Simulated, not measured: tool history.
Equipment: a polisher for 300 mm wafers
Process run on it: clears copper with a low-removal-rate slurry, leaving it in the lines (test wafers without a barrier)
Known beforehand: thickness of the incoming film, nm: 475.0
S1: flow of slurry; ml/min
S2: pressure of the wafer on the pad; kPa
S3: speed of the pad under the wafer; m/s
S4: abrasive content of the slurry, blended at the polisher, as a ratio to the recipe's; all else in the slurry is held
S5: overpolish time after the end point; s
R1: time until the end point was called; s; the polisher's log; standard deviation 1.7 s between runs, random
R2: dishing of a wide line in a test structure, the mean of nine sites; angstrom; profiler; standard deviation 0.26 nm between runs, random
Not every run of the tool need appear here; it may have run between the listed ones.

run	hour	S1	S2	S3	S4	S5	R1	R2
1	0	180	20.7	1.18	1	12	107.15	338.47
2	2.2	180	19.3	1.22	1	10	109.3	281.09
3	5.2	175	17.2	1.3	1	9	110.13	258.08
4	6.4	215	17.2	1.3	1	9	106.46	259.35
5	10.1	180	17.2	1.3	1	9	111.31	252.1
6	14.3	155	17.2	1.3	1	9	110.45	252.87
7	23	145	15.9	1.36	0.95	8	111.26	218.85
8	23.9	140	14.5	1.44	0.85	7	114.62	193.22

Run 9, settings as shown, results not yet in. Your forecast:
9	28	135	13.8	1.52	0.8	6	?	?

R1: 117.1 s
R2: 174.84 angstrom

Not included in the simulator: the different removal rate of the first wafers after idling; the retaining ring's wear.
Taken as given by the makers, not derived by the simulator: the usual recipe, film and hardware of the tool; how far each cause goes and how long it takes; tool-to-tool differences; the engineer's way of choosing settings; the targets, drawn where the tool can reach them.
